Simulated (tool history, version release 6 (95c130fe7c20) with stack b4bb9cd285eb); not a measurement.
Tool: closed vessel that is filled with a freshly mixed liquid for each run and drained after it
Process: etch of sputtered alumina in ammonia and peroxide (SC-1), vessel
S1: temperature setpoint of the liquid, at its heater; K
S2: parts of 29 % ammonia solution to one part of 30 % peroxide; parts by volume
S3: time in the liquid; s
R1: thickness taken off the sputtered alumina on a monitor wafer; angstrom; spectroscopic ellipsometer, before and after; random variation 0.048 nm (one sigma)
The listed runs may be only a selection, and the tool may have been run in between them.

run,day,S1,S2,S3,R1
1,0.000,327.15,0.75,120,130.48
2,0.317,325.15,0.75,120,117.25
3,0.617,331.65,0.75,120,166.91
4,0.725,328.15,0.75,120,138.23
5,0.975,333.65,0.75,120,182.89
6,1.125,333.65,0.65,120,179.31
# day 1.404: ammonia flow meter replaced
7,1.404,329.65,0.65,120,146.07

Run 8, settings as shown, results not yet in. Your forecast:
8,1.512,321.65,0.60,120,?

R1: 94.34 angstrom
